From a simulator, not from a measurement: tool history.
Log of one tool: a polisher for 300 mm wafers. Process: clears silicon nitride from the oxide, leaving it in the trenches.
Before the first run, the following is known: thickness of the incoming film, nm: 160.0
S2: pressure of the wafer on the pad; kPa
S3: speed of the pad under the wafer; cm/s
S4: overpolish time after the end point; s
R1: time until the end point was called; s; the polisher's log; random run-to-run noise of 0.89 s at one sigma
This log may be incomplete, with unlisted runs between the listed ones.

run 1 hour=0 | flow_of_slurry_(ml/min)=245 S2=22.1 S3=112 S4=38 | R1=143.07
run 2 hour=6.2 | flow_of_slurry_(ml/min)=245 S2=22.1 S3=112 S4=40 | R1=140.01
run 3 hour=11 | flow_of_slurry_(ml/min)=245 S2=24.1 S3=112 S4=40 | R1=127.13
run 4 hour=18 | flow_of_slurry_(ml/min)=245 S2=25.5 S3=112 S4=40 | R1=121.68
run 5 hour=22.7 | flow_of_slurry_(ml/min)=245 S2=26.9 S3=112 S4=40 | R1=116.72
run 6 hour=23.2 | flow_of_slurry_(ml/min)=245 S2=28.3 S3=112 S4=40 | R1=109.1
run 7 hour=27.8 | flow_of_slurry_(ml/min)=245 S2=29.6 S3=112 S4=40 | R1=106.8
-- hour=30 worn pad replaced by a new one
run 8 hour=30 | flow_of_slurry_(ml/min)=245 S2=30.3 S3=114 S4=40 | R1=93.106
run 9 hour=35.6 | flow_of_slurry_(ml/min)=245 S2=31 S3=114 S4=40 | R1=88.165
run 10 hour=41.3 | flow_of_slurry_(ml/min)=245 S2=31.7 S3=114 S4=40 | R1=87.9

The next listed run, before its measurement:
run 11 hour=49.1 | flow_of_slurry_(ml/min)=245 S2=31.7 S3=114 S4=40 | R1=?

Run 11 yielded R1 88.075 s.
